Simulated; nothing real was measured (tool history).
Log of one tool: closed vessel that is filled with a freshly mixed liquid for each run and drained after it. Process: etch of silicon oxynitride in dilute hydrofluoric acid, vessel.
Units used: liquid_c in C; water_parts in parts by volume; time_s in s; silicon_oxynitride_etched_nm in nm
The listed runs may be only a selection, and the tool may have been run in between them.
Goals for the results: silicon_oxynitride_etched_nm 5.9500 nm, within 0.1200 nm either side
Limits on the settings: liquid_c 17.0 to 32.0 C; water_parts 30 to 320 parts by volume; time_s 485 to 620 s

run 1 hour=0.0 | liquid_c=24.0 water_parts=175 time_s=620 | silicon_oxynitride_etched_nm=4.8065
run 2 hour=7.2 | liquid_c=22.0 water_parts=175 time_s=620 | silicon_oxynitride_etched_nm=4.4015
run 3 hour=10.7 | liquid_c=22.0 water_parts=200 time_s=620 | silicon_oxynitride_etched_nm=3.7857
run 4 hour=15.2 | liquid_c=23.5 water_parts=200 time_s=620 | silicon_oxynitride_etched_nm=4.0639
run 5 hour=18.5 | liquid_c=24.5 water_parts=200 time_s=620 | silicon_oxynitride_etched_nm=4.2336
run 6 hour=25.5 | liquid_c=25.5 water_parts=200 time_s=620 | silicon_oxynitride_etched_nm=4.4455
run 7 hour=29.9 | liquid_c=29.5 water_parts=200 time_s=620 | silicon_oxynitride_etched_nm=5.2648
run 8 hour=34.3 | liquid_c=30.0 water_parts=200 time_s=620 | silicon_oxynitride_etched_nm=5.3649
run 9 hour=41.7 | liquid_c=30.5 water_parts=200 time_s=620 | silicon_oxynitride_etched_nm=5.4729
run 10 hour=43.5 | liquid_c=31.5 water_parts=200 time_s=620 | silicon_oxynitride_etched_nm=5.6657

Which one of the following 4 next-run settings gets every result inside its allowed miss? There is exactly one.
run A hour=45.3 | liquid_c=32.0 water_parts=195 time_s=615 | silicon_oxynitride_etched_nm=?
run B hour=45.3 | liquid_c=32.0 water_parts=195 time_s=575 | silicon_oxynitride_etched_nm=?
run C hour=45.3 | liquid_c=31.5 water_parts=170 time_s=485 | silicon_oxynitride_etched_nm=?
run D hour=45.3 | liquid_c=32.0 water_parts=200 time_s=580 | silicon_oxynitride_etched_nm=?

move=A silicon_oxynitride_etched_nm=5.9176
move=B silicon_oxynitride_etched_nm=5.5327
move=C silicon_oxynitride_etched_nm=5.3712
move=D silicon_oxynitride_etched_nm=5.4153
A: in spec on every target
B: its largest miss is bigger than the last run's
C: its largest miss is bigger than the last run's
D: its largest miss is bigger than the last run's
The right move is A.
